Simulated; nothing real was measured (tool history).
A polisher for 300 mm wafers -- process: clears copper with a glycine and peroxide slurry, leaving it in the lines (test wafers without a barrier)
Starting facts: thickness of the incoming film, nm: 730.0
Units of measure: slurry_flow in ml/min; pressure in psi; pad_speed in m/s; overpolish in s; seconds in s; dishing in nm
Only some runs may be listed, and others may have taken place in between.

| run | hour | slurry_flow | pressure | pad_speed | overpolish | seconds | dishing |
|---|---|---|---|---|---|---|---|
| 1 | 0 | 200 | 2.4 | 0.9 | 16 | 184.39 | 30.816 |
| 2 | 7.3 | 200 | 2.6 | 0.9 | 16 | 176.22 | 32.514 |
| 3 | 14.3 | 200 | 2.7 | 0.92 | 16 | 167.79 | 33.306 |
| 4 | 17.3 | 155 | 2.7 | 0.92 | 16 | 176.91 | 31.749 |
| 5 | 21.4 | 135 | 2.7 | 0.92 | 16 | 180.47 | 30.363 |
| 6 | 28.2 | 180 | 2.7 | 0.92 | 16 | 169.89 | 32.027 |
| 7 | 30.8 | 185 | 2.8 | 0.92 | 16 | 162.96 | 34.133 |

For run 8, what comes out?
| 8 | 32.7 | 195 | 3.4 | 0.96 | 14 | ? | ? |

Run 8 gave seconds 131.82 s, dishing 33.993 nm.
